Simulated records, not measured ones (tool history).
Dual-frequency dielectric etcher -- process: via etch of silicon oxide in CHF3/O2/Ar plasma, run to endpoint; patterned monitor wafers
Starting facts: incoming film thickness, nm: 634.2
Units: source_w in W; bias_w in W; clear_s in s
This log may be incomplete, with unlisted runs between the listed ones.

run	hour	source_w	bias_w	clear_s
1	0	480	127	375.44
2	4.1	480	118	382.79
3	11.6	420	106	421.74
4	12.6	380	99	454.99
5	19.8	360	97	466.6
6	21.2	340	95	476.76
7	24.8	330	93	495.25

What does the tool deliver on the next run?
8	27.7	320	93	?

Run 8 produced clear_s 499.66 s.
